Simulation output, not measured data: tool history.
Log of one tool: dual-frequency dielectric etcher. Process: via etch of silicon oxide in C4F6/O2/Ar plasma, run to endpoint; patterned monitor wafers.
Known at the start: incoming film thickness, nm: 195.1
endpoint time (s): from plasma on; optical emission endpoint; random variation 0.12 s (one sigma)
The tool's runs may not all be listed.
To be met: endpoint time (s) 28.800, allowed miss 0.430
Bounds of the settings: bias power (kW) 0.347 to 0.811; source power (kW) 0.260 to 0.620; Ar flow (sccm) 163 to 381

run,hour,bias power (kW),source power (kW),Ar flow (sccm),endpoint time (s)
1,0.0,0.579,0.440,272,38.525
2,2.1,0.601,0.460,270,36.521
3,9.2,0.601,0.460,246,36.351
4,18.1,0.601,0.460,294,37.307
5,25.9,0.601,0.460,318,37.319
6,29.1,0.621,0.470,317,36.331
7,30.8,0.639,0.480,316,35.266
8,38.8,0.656,0.480,316,34.705
9,47.4,0.671,0.480,316,33.783

4 next moves are on the table. One of them brings every result within its allowed miss. Which?
A,56.0,0.545,0.400,320,?
B,56.0,0.778,0.540,334,?
C,56.0,0.771,0.520,314,?
D,56.0,0.752,0.580,318,?

move,endpoint time (s)
A,43.101
B,29.660
C,30.216
D,28.986
A: further off than the last run
B: nearer than the last run, and not there yet
C: nearer than the last run, and not there yet
D: meets every target
Answer: D
